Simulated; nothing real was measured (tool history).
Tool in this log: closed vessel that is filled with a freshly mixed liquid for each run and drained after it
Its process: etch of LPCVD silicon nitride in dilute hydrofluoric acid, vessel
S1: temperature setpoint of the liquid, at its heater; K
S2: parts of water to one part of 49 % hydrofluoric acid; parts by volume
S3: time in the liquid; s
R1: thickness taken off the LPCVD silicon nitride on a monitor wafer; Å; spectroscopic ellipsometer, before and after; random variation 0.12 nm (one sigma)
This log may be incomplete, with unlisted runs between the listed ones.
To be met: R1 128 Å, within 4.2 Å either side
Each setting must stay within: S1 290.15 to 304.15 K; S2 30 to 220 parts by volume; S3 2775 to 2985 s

run,day,S1,S2,S3,R1
1,0,296.15,125,2775,109.39
2,0.162,296.15,155,2775,88.956
3,0.396,293.65,155,2775,75.982
4,0.592,297.15,155,2775,95.252
5,0.758,297.15,155,2775,94.327
6,0.883,298.65,155,2775,105.59
7,1.142,299.65,155,2775,112.75
8,1.512,300.15,155,2775,114.68
9,1.9,300.65,155,2775,118.58

Exercise: of the 5 proposed moves below, exactly one satisfies all targets within the stated allowed misses. Which move is it?
A,2.288,300.15,170,2880,?
B,2.288,300.15,155,2840,?
C,2.288,298.65,145,2895,?
D,2.288,297.15,115,2775,?
E,2.288,301.15,170,2940,?

move,R1
A,109.86
B,118.85
C,117.77
D,128.92
E,119.32
A: misses by more than the last run did
B: about as far from the targets as the last run
C: misses by more than the last run did
D: each result inside its tolerance
E: closes in on the targets versus the last run, not all within tolerance yet
Answer: D
